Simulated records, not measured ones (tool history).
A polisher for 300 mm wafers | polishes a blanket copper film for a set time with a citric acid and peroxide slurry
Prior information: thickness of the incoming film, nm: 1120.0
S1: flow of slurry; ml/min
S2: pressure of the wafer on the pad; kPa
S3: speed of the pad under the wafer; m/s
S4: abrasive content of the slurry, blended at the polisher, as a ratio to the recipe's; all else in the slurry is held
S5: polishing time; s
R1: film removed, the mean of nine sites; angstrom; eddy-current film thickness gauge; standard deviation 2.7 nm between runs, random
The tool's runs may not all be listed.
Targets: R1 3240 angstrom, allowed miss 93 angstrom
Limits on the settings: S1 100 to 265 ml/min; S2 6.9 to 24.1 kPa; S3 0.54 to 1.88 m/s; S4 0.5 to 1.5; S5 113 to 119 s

run,day,S1,S2,S3,S4,S5,R1
1,0,170,15.2,1.2,1,113,2155
2,0.2,170,15.2,1.36,1,113,2387.6
3,0.338,175,16.5,1.36,1,113,2640.9
4,0.517,175,16.5,1.36,0.9,113,2516.6
5,0.592,195,16.5,1.36,0.9,113,2593.6
6,0.721,200,17.2,1.36,0.9,113,2717.2
7,0.992,205,17.9,1.36,0.9,113,2807.4
8,1.079,205,18.6,1.36,0.9,113,2936.5
9,1.392,210,19.3,1.36,0.9,113,3051.7
10,1.55,215,19.3,1.36,0.9,113,3050.8

Consider the 5 candidate settings below. Which is the only one whose results all fall within their allowed miss of target?
A,1.708,185,15.2,1.72,0.85,115,?
B,1.708,230,19.3,1.32,0.85,113,?
C,1.708,115,23.4,1.36,0.85,113,?
D,1.708,195,20,1.24,0.9,115,?
E,1.708,205,17.2,1.32,1.05,119,?

move,R1
A,2915
B,2967.1
C,3296.3
D,2946.8
E,2909.5
A: further off than the last run
B: further off than the last run
C: hits every target within its allowed miss
D: further off than the last run
E: further off than the last run
The move that meets every target is C.

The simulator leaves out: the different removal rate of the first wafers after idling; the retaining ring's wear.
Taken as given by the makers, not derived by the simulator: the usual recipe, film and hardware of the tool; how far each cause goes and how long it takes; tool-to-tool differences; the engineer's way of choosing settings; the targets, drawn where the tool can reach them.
